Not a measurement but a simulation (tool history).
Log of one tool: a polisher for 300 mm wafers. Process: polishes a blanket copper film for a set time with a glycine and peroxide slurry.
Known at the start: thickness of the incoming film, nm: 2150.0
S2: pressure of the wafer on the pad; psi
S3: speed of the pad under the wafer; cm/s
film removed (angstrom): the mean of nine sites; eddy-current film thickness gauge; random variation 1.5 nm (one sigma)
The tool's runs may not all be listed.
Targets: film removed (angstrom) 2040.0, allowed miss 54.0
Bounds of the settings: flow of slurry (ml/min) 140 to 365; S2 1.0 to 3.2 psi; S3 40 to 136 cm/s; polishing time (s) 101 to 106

run 1 hour=0.0 | flow_of_slurry_(ml/min)=235 S2=2.1 S3=88 polishing_time_(s)=101 | film_removed_(angstrom)=3298.4
run 2 hour=3.3 | flow_of_slurry_(ml/min)=230 S2=1.7 S3=86 polishing_time_(s)=101 | film_removed_(angstrom)=2886.0
run 3 hour=9.6 | flow_of_slurry_(ml/min)=230 S2=1.7 S3=100 polishing_time_(s)=101 | film_removed_(angstrom)=3222.0
run 4 hour=18.2 | flow_of_slurry_(ml/min)=225 S2=1.5 S3=90 polishing_time_(s)=101 | film_removed_(angstrom)=2799.8
run 5 hour=26.5 | flow_of_slurry_(ml/min)=220 S2=1.3 S3=84 polishing_time_(s)=101 | film_removed_(angstrom)=2468.1
run 6 hour=28.1 | flow_of_slurry_(ml/min)=220 S2=1.5 S3=84 polishing_time_(s)=101 | film_removed_(angstrom)=2626.9
run 7 hour=29.8 | flow_of_slurry_(ml/min)=210 S2=1.3 S3=80 polishing_time_(s)=101 | film_removed_(angstrom)=2365.0
run 8 hour=35.5 | flow_of_slurry_(ml/min)=205 S2=1.2 S3=78 polishing_time_(s)=101 | film_removed_(angstrom)=2249.5
run 9 hour=37.8 | flow_of_slurry_(ml/min)=200 S2=1.1 S3=78 polishing_time_(s)=101 | film_removed_(angstrom)=2131.9
run 10 hour=41.7 | flow_of_slurry_(ml/min)=190 S2=1.1 S3=78 polishing_time_(s)=101 | film_removed_(angstrom)=2101.9
run 11 hour=43.5 | flow_of_slurry_(ml/min)=185 S2=1.1 S3=78 polishing_time_(s)=101 | film_removed_(angstrom)=2100.1
run 12 hour=45.3 | flow_of_slurry_(ml/min)=180 S2=1.1 S3=78 polishing_time_(s)=101 | film_removed_(angstrom)=2084.0
run 13 hour=48.3 | flow_of_slurry_(ml/min)=175 S2=1.1 S3=78 polishing_time_(s)=101 | film_removed_(angstrom)=2105.0

5 next moves are on the table. One of them brings every result within its allowed miss. Which?
run A hour=51.3 | flow_of_slurry_(ml/min)=195 S2=1.1 S3=80 polishing_time_(s)=101 | film_removed_(angstrom)=?
run B hour=51.3 | flow_of_slurry_(ml/min)=140 S2=1.0 S3=88 polishing_time_(s)=104 | film_removed_(angstrom)=?
run C hour=51.3 | flow_of_slurry_(ml/min)=195 S2=1.0 S3=80 polishing_time_(s)=104 | film_removed_(angstrom)=?
run D hour=51.3 | flow_of_slurry_(ml/min)=190 S2=1.2 S3=74 polishing_time_(s)=104 | film_removed_(angstrom)=?
run E hour=51.3 | flow_of_slurry_(ml/min)=215 S2=1.0 S3=74 polishing_time_(s)=101 | film_removed_(angstrom)=?

move=A film_removed_(angstrom)=2144.8
move=B film_removed_(angstrom)=2140.7
move=C film_removed_(angstrom)=2122.5
move=D film_removed_(angstrom)=2175.4
move=E film_removed_(angstrom)=1990.1
A: further off than the last run
B: further off than the last run
C: further off than the last run
D: further off than the last run
E: meets every target
The right move is E.

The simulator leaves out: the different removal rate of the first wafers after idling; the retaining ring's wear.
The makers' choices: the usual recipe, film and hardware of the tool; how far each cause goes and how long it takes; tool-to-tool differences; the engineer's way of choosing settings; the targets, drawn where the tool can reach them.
